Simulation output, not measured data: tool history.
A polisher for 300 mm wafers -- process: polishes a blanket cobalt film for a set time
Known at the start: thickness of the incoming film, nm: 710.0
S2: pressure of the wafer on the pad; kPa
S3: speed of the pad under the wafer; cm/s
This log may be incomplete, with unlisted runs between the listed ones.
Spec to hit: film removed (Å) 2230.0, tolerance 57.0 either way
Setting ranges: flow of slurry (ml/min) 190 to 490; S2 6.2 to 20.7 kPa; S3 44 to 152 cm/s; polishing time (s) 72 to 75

run 1 hour=0.0 | flow_of_slurry_(ml/min)=315 S2=13.1 S3=98 polishing_time_(s)=72 | film_removed_(Å)=2920.7
run 2 hour=7.4 | flow_of_slurry_(ml/min)=255 S2=13.1 S3=98 polishing_time_(s)=72 | film_removed_(Å)=2854.7
run 3 hour=15.0 | flow_of_slurry_(ml/min)=255 S2=13.1 S3=82 polishing_time_(s)=72 | film_removed_(Å)=2386.1
run 4 hour=20.4 | flow_of_slurry_(ml/min)=255 S2=13.1 S3=82 polishing_time_(s)=75 | film_removed_(Å)=2495.7
run 5 hour=25.0 | flow_of_slurry_(ml/min)=255 S2=13.1 S3=82 polishing_time_(s)=72 | film_removed_(Å)=2399.7
run 6 hour=30.8 | flow_of_slurry_(ml/min)=255 S2=10.3 S3=82 polishing_time_(s)=72 | film_removed_(Å)=2078.6
run 7 hour=39.1 | flow_of_slurry_(ml/min)=255 S2=10.3 S3=82 polishing_time_(s)=72 | film_removed_(Å)=2090.9
run 8 hour=44.4 | flow_of_slurry_(ml/min)=265 S2=10.3 S3=82 polishing_time_(s)=72 | film_removed_(Å)=2096.9
run 9 hour=45.6 | flow_of_slurry_(ml/min)=275 S2=10.3 S3=82 polishing_time_(s)=72 | film_removed_(Å)=2083.4
run 10 hour=53.1 | flow_of_slurry_(ml/min)=275 S2=10.3 S3=82 polishing_time_(s)=72 | film_removed_(Å)=2100.9
run 11 hour=60.8 | flow_of_slurry_(ml/min)=285 S2=10.3 S3=82 polishing_time_(s)=72 | film_removed_(Å)=2124.3
run 12 hour=63.2 | flow_of_slurry_(ml/min)=295 S2=10.3 S3=82 polishing_time_(s)=72 | film_removed_(Å)=2127.0
run 13 hour=64.7 | flow_of_slurry_(ml/min)=305 S2=10.3 S3=82 polishing_time_(s)=72 | film_removed_(Å)=2118.3
run 14 hour=68.2 | flow_of_slurry_(ml/min)=310 S2=10.3 S3=82 polishing_time_(s)=72 | film_removed_(Å)=2134.4
run 15 hour=75.7 | flow_of_slurry_(ml/min)=320 S2=10.3 S3=82 polishing_time_(s)=72 | film_removed_(Å)=2126.3
run 16 hour=78.2 | flow_of_slurry_(ml/min)=325 S2=10.3 S3=82 polishing_time_(s)=72 | film_removed_(Å)=2106.9

4 candidate next runs follow, results not yet known. Just one meets every target within its allowed miss. Identify it.
run A hour=80.7 | flow_of_slurry_(ml/min)=415 S2=10.3 S3=78 polishing_time_(s)=72 | film_removed_(Å)=?
run B hour=80.7 | flow_of_slurry_(ml/min)=300 S2=11.0 S3=84 polishing_time_(s)=72 | film_removed_(Å)=?
run C hour=80.7 | flow_of_slurry_(ml/min)=355 S2=9.7 S3=78 polishing_time_(s)=72 | film_removed_(Å)=?
run D hour=80.7 | flow_of_slurry_(ml/min)=265 S2=16.5 S3=66 polishing_time_(s)=75 | film_removed_(Å)=?

move=A film_removed_(Å)=2061.0
move=B film_removed_(Å)=2245.1
move=C film_removed_(Å)=1967.3
move=D film_removed_(Å)=2350.5
A: lands further from the targets than the last run did
B: meets every target
C: lands further from the targets than the last run did
D: pushes the last run's worst result past its target
The move that meets every target is B.
